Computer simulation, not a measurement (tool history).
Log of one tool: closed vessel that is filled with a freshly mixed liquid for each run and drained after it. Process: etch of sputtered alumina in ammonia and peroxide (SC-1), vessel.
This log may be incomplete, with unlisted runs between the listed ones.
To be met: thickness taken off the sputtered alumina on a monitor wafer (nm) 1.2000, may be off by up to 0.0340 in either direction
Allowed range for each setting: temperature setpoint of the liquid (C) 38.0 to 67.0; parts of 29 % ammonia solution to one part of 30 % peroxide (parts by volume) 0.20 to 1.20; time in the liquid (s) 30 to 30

run	day	temperature setpoint of the liquid (C)	parts of 29 % ammonia solution to one part of 30 % peroxide (parts by volume)	time in the liquid (s)	thickness taken off the sputtered alumina on a monitor wafer (nm)
1	0.000	51.0	0.70	30	2.1106
2	0.150	51.0	0.70	30	2.1226
3	0.375	54.0	0.70	30	2.4782
4	0.462	54.0	0.70	30	2.4581
5	0.692	54.0	0.70	30	2.4425
6	0.812	54.0	0.80	30	2.4952
7	1.092	51.5	0.80	30	2.1964
8	1.300	49.5	0.80	30	1.9870
9	1.542	48.0	0.80	30	1.7837
10	1.825	47.0	0.80	30	1.7160
11	1.879	46.0	0.80	30	1.6113

Of the 4 settings listed for the next run, only one would bring every result within its allowed miss of target. Which one?
A	1.933	43.0	0.80	30	?
B	1.933	53.0	0.80	30	?
C	1.933	41.0	0.85	30	?
D	1.933	47.5	0.70	30	?

move	thickness taken off the sputtered alumina on a monitor wafer (nm)
A	1.3645
B	2.3835
C	1.2217
D	1.7400
A: nearer than the last run, and not there yet
B: lands further from the targets than the last run did
C: every result within its allowed miss
D: lands further from the targets than the last run did
C meets every target.

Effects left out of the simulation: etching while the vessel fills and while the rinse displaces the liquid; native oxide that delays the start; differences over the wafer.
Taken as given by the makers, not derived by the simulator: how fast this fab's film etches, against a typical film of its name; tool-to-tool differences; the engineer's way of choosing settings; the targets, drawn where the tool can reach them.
